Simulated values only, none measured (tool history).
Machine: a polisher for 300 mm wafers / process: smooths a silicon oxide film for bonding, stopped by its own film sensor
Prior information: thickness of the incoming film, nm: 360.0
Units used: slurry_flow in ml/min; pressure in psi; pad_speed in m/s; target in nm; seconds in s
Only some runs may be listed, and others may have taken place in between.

run,hour,slurry_flow,pressure,pad_speed,slurry_solids,target,seconds
1,0.0,170,2.3,1.04,1.00,289,79.388
2,5.8,170,2.3,1.04,1.05,289,78.545
3,7.0,170,2.3,1.04,1.05,286,83.587
4,13.4,165,2.1,1.04,1.05,286,88.799
5,20.9,165,1.9,1.04,1.05,286,101.090
6,27.9,165,1.8,1.04,1.05,286,105.520

Run 7 is up next; what results do you expect?
7,34.7,165,1.7,1.04,1.05,286,?

Run 7 gave seconds 113.360 s.
